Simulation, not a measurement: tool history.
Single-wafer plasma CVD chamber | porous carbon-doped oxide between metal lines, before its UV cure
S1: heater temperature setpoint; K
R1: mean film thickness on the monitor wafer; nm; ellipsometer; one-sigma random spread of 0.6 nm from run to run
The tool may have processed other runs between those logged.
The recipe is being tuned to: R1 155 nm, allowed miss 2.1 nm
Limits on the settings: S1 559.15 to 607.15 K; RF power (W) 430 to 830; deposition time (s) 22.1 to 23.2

Run 1, hour 0: S1 583.15 K, RF power (W) 630, deposition time (s) 23.2. Result: R1 134.97 nm.
Run 2, hour 7.9: S1 583.15 K, RF power (W) 570, deposition time (s) 23.2. Result: R1 130.06 nm.
Run 3, hour 14.3: S1 590.15 K, RF power (W) 570, deposition time (s) 23.2. Result: R1 125.66 nm.
Run 4, hour 17.9: S1 590.15 K, RF power (W) 490, deposition time (s) 23.2. Result: R1 117.65 nm.
Run 5, hour 26.2: S1 594.15 K, RF power (W) 490, deposition time (s) 23.2. Result: R1 115.83 nm.
Run 6, hour 28.6: S1 594.15 K, RF power (W) 460, deposition time (s) 23.2. Result: R1 112.32 nm.
Run 7, hour 34.2: S1 594.15 K, RF power (W) 460, deposition time (s) 23.2. Result: R1 113.49 nm.
Run 8, hour 41.6: S1 586.15 K, RF power (W) 515, deposition time (s) 23.2. Result: R1 122.88 nm.
Run 9, hour 47.4: S1 586.15 K, RF power (W) 515, deposition time (s) 23.2. Result: R1 122.56 nm.
At hour 49.7: RF generator calibrated.
Run 10, hour 49.7: S1 580.15 K, RF power (W) 550, deposition time (s) 23.2. Result: R1 133.45 nm.
Run 11, hour 52.4: S1 576.15 K, RF power (W) 555, deposition time (s) 23.2. Result: R1 136.94 nm.
Run 12, hour 57.9: S1 572.15 K, RF power (W) 560, deposition time (s) 23.2. Result: R1 139.68 nm.
Run 13, hour 63.8: S1 569.15 K, RF power (W) 570, deposition time (s) 23.2. Result: R1 143.54 nm.
Run 14, hour 69.5: S1 567.15 K, RF power (W) 575, deposition time (s) 23.2. Result: R1 144.22 nm.
Run 15, hour 77: S1 559.15 K, RF power (W) 630, deposition time (s) 23.2. Result: R1 157.82 nm.

Exercise: of the 4 proposed moves below, exactly one satisfies all targets within the stated allowed misses. Which move is it?
Run A, hour 84.5: S1 559.15 K, RF power (W) 670, deposition time (s) 22.9. Result: R1 ?.
Run B, hour 84.5: S1 559.15 K, RF power (W) 645, deposition time (s) 23.2. Result: R1 ?.
Run C, hour 84.5: S1 559.15 K, RF power (W) 605, deposition time (s) 23.2. Result: R1 ?.
Run D, hour 84.5: S1 560.15 K, RF power (W) 685, deposition time (s) 22.7. Result: R1 ?.

move      R1
   A   158.9
   B  158.25
   C  153.91
   D  158.24
A: misses by more than the last run did
B: misses by more than the last run did
C: meets every target
D: misses by more than the last run did
Answer: C

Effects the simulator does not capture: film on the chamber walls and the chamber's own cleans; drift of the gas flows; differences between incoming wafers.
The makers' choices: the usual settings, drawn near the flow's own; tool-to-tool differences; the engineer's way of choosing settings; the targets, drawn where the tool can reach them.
